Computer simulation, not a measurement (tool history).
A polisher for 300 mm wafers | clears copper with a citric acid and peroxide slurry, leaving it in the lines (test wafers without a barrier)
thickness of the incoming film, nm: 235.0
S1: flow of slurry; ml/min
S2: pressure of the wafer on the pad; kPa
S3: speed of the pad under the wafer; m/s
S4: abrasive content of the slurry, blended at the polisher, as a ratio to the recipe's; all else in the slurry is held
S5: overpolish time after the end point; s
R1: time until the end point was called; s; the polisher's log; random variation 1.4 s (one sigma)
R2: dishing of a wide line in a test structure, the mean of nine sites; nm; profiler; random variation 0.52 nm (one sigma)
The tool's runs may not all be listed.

run    day   S1    S2    S3   S4  S5      R1      R2
  1  0.000  205  24.8  0.88  1.0  29  105.15  43.968
  2  0.208  195  20.7  0.88  1.0  32  125.09  40.863
  3  0.575  190  18.6  0.88  1.0  35  139.41  40.084
  4  0.725  150  18.6  0.88  1.0  35  145.88  38.550
  5  0.975  145  17.9  0.88  1.0  37  151.11  39.180
  6  1.204  145  17.9  1.08  1.0  37  123.52  45.215
  7  1.417  140  15.9  1.08  1.0  39  143.78  43.678
  8  1.671  135  15.2  1.08  1.0  39  149.50  41.617
  9  1.775  135  14.5  1.08  1.0  40  154.61  41.385
 10  1.858  135  13.8  1.08  1.0  40  162.23  38.911

The next listed run, before its measurement:
 11  1.962  135  13.8  1.08  1.0  41   ?   ?

Run 11 gave R1 161.32 s, R2 39.845 nm.

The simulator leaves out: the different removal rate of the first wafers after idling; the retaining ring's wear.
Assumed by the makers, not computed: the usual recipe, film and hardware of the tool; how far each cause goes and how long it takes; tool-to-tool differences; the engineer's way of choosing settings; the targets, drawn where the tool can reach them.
